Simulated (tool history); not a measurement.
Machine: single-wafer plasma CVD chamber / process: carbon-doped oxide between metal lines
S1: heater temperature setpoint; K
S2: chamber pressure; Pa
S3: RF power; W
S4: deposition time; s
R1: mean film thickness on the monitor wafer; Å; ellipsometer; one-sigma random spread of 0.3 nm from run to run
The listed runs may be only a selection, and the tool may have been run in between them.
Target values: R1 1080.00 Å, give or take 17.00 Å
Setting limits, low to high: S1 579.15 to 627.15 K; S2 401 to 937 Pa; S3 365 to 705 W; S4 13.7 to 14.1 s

{"run": 1, "hour": 0.0, "S1": 603.15, "S2": 669, "S3": 535, "S4": 13.7, "R1": 846.17}
{"run": 2, "hour": 4.5, "S1": 608.15, "S2": 669, "S3": 535, "S4": 13.7, "R1": 830.95}
{"run": 3, "hour": 13.4, "S1": 608.15, "S2": 669, "S3": 575, "S4": 13.7, "R1": 871.52}
{"run": 4, "hour": 19.8, "S1": 601.15, "S2": 743, "S3": 605, "S4": 13.7, "R1": 941.91}
{"run": 5, "hour": 21.9, "S1": 601.15, "S2": 743, "S3": 645, "S4": 13.7, "R1": 976.45}
{"run": 6, "hour": 23.2, "S1": 601.15, "S2": 743, "S3": 645, "S4": 13.7, "R1": 980.68}
{"run": 7, "hour": 28.9, "S1": 596.15, "S2": 781, "S3": 650, "S4": 13.7, "R1": 1013.0}
{"run": 8, "hour": 29.4, "S1": 592.15, "S2": 803, "S3": 650, "S4": 13.7, "R1": 1034.6}
{"run": 9, "hour": 33.8, "S1": 589.15, "S2": 816, "S3": 650, "S4": 13.7, "R1": 1047.1}
{"run": 10, "hour": 38.4, "S1": 587.15, "S2": 827, "S3": 650, "S4": 13.7, "R1": 1060.8}

4 candidate next runs follow, results not yet known. Just one meets every target within its allowed miss. Identify it.
{"run": "A", "hour": 43.0, "S1": 591.15, "S2": 813, "S3": 700, "S4": 14.1, "R1": "?"}
{"run": "B", "hour": 43.0, "S1": 593.15, "S2": 901, "S3": 610, "S4": 14.1, "R1": "?"}
{"run": "C", "hour": 43.0, "S1": 581.15, "S2": 752, "S3": 655, "S4": 13.7, "R1": "?"}
{"run": "D", "hour": 43.0, "S1": 599.15, "S2": 737, "S3": 670, "S4": 13.9, "R1": "?"}

move=A R1=1117.30
move=B R1=1021.90
move=C R1=1083.00
move=D R1=1023.20
A: moves the result that the last run missed by most past its target, out the other side
B: lands further from the targets than the last run did
C: meets every target
D: lands further from the targets than the last run did
So the answer is move C, the one that meets all the targets.

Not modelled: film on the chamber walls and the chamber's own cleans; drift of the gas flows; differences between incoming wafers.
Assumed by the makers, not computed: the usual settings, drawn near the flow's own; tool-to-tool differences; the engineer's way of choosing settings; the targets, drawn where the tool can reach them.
